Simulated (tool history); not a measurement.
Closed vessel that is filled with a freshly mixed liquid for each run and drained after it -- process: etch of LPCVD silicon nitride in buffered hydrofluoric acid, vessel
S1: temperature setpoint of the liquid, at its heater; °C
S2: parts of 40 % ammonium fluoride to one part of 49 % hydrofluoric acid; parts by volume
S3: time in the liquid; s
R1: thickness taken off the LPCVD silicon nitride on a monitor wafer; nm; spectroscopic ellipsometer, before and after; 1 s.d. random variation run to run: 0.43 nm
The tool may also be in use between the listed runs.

{"run": 1, "hour": 0.0, "S1": 21, "S2": 17.5, "S3": 3165, "R1": 22.921}
{"run": 2, "hour": 5.6, "S1": 21, "S2": 17.5, "S3": 3370, "R1": 24.311}
{"run": 3, "hour": 8.8, "S1": 23, "S2": 16, "S3": 3370, "R1": 29.785}
{"run": 4, "hour": 12.7, "S1": 24.5, "S2": 15, "S3": 3370, "R1": 34.211}
{"run": 5, "hour": 15.5, "S1": 25.5, "S2": 14.5, "S3": 3370, "R1": 37.753}
{"run": 6, "hour": 19.4, "S1": 26.5, "S2": 14, "S3": 3370, "R1": 40.797}
{"run": 7, "hour": 26.5, "S1": 27, "S2": 13.5, "S3": 3370, "R1": 43.437}

Predict the results of run 8:
{"run": 8, "hour": 32.4, "S1": 27.5, "S2": 13.5, "S3": 3370, "R1": "?"}

Run 8 produced R1 44.811 nm.
